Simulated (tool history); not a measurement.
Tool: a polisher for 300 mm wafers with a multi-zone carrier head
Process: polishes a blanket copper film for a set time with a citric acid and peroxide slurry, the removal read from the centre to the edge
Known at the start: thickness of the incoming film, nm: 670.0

run,hour,flow of slurry (ml/min),pressure of the head's centre zone,pressure of the head's middle zone,pressure of the head's edge zone,abrasive content of the slurry,polishing time (s),film removed at the wafer's centre (angstrom),film removed at mid-radius (angstrom),film removed at the wafer's edge (angstrom)
1,0.0,170,1.00,1.00,1.00,1.0,43,624.88,673.28,679.45
2,1.9,170,1.00,1.00,1.00,1.0,51,726.88,797.32,803.23
3,5.2,170,1.00,0.95,1.00,1.0,51,760.61,768.57,814.64
4,12.8,170,1.00,1.02,1.00,1.0,51,721.97,808.78,802.17
# hour 17.9: centre zone pressure recalibrated
5,17.9,170,1.00,1.02,1.00,1.0,44,675.57,698.23,689.75
6,22.7,180,1.05,1.00,0.99,1.0,44,746.70,690.62,700.16
7,31.0,185,1.06,0.99,0.98,1.0,44,754.36,681.78,681.02
8,33.0,185,1.06,0.99,0.98,1.0,44,756.20,679.39,680.43
9,36.6,190,1.07,0.98,0.98,1.0,44,753.81,686.88,707.62
10,40.0,190,1.09,0.98,0.97,1.0,44,769.55,685.51,703.92

Expected results for the next run?
11,40.6,195,1.10,0.97,0.96,1.0,44,?,?,?

Run 11 measured film removed at the wafer's centre (angstrom) 780.83, film removed at mid-radius (angstrom) 680.14, film removed at the wafer's edge (angstrom) 699.73.

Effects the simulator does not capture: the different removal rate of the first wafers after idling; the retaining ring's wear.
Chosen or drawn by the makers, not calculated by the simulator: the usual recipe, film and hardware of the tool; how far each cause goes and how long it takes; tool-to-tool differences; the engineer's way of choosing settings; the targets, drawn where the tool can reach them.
